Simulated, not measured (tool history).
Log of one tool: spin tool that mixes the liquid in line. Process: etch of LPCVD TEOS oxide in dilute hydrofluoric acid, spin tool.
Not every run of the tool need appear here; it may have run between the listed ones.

run,hour,temperature setpoint of the liquid (K),parts of water to one part of 49 % hydrofluoric acid (parts by volume),time under the liquid (s),thickness taken off the LPCVD TEOS oxide on a monitor wafer (angstrom)
1,0.0,299.15,170,75,69.442
2,7.8,299.15,140,75,86.303
3,8.8,302.65,140,75,98.567
4,15.5,301.15,140,75,93.553
5,16.5,301.15,115,75,118.410
6,25.2,301.15,70,75,204.870
7,28.7,299.15,85,75,151.220
8,35.1,297.15,95,75,125.790

What will run 9 give?
9,42.7,295.65,100,75,?

{"run 9": {"thickness taken off the LPCVD TEOS oxide on a monitor wafer (angstrom)": 111.13}}
